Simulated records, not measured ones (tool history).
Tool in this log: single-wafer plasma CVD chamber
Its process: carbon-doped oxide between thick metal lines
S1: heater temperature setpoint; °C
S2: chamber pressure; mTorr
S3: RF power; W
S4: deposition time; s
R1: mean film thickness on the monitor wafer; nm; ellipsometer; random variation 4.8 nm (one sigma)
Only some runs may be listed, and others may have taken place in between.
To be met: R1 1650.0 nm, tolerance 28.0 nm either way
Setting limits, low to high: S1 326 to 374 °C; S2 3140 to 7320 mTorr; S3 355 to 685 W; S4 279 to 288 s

run	hour	S1	S2	S3	S4	R1
1	0.0	350	5230	520	279	1468.5
2	2.1	349	5440	525	279	1493.5
3	3.1	348	5620	530	279	1516.5
4	8.7	348	5620	460	279	1346.5
5	9.3	348	5620	530	279	1508.6
6	9.9	348	5620	530	279	1502.3
7	11.0	347	5670	535	279	1524.1
8	13.6	346	5770	540	279	1549.9
9	19.1	345	5860	540	279	1561.0
10	26.4	344	5930	540	279	1560.6
11	34.4	343	6020	540	279	1572.9
12	43.4	342	6090	540	279	1579.0
13	50.2	341	6160	540	279	1578.9
14	59.2	341	6160	540	279	1572.6
15	60.5	341	6240	545	279	1592.8
16	67.7	340	6300	545	279	1603.1
17	71.4	339	6350	545	279	1613.6

5 candidate next runs follow, results not yet known. Just one meets every target within its allowed miss. Identify it.
A	75.1	331	7280	510	280	?
B	75.1	342	6560	545	280	?
C	75.1	332	6190	560	288	?
D	75.1	348	6340	500	288	?
E	75.1	330	4810	580	279	?

move	R1
A	1582.9
B	1604.8
C	1722.3
D	1512.2
E	1658.6
A: lands further from the targets than the last run did
B: lands further from the targets than the last run did
C: takes the biggest miss from the last run beyond its target
D: lands further from the targets than the last run did
E: every result within its allowed miss
Move E is the one to make.
